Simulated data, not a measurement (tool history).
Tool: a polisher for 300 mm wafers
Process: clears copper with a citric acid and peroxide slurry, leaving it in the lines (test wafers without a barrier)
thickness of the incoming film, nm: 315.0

run  hour  flow of slurry (ml/min)  pressure of the wafer on the pad (kPa)  speed of the pad under the wafer (cm/s)  abrasive content of the slurry  overpolish time after the end point (s)  time until the end point was called (s)  dishing of a wide line in a test structure (Å)
  1     0                      175                                    17.2                                      112                               1                                       27                                   151.18                                          371.26
  2   0.6                      140                                    17.2                                      112                               1                                       27                                   158.28                                          336.09
  3   2.1                      130                                    15.9                                      120                               1                                       21                                   161.74                                          267.88
  4  10.4                      125                                    14.5                                      132                            0.95                                       17                                   163.56                                          220.97
  5  12.5                      125                                    14.5                                      132                            0.95                                       25                                   165.13                                          310.53
     16.3  -- slurry nozzle cleaned
  6  16.3                      140                                    14.5                                      132                            0.95                                       25                                   150.22                                          348.93

The next listed run, before its measurement:
  7  21.8                      140                                    14.5                                      132                            0.95                                       25                                        ?                                               ?

time until the end point was called (s): 151.59
dishing of a wide line in a test structure (Å): 337.12

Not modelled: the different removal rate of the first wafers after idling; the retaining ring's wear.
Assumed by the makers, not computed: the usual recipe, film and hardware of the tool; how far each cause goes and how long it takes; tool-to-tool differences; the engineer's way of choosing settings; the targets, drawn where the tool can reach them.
